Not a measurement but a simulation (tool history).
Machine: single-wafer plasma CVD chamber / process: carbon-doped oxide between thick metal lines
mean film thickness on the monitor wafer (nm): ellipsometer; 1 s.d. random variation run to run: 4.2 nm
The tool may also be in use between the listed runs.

run  hour  heater temperature setpoint (K)  chamber pressure (mTorr)  RF power (W)  deposition time (s)  mean film thickness on the monitor wafer (nm)
  1   0.0                           643.15                      3720           445                  187                                         698.03
  2   6.7                           643.15                      3400           445                  187                                         693.93
  3  13.8                           653.15                      3400           445                  187                                         684.99
  4  16.2                           653.15                      3510           465                  187                                         707.84
  5  18.2                           653.15                      3610           480                  187                                         713.79
  6  24.1                           653.15                      3610           440                  187                                         684.20
  7  27.3                           652.15                      3700           465                  187                                         702.59
  8  29.2                           651.15                      3700           485                  187                                         724.30

Run 9 comes next. What will it give?
  9  29.9                           651.15                      3700           485                  187                                              ?

mean film thickness on the monitor wafer (nm): 716.25
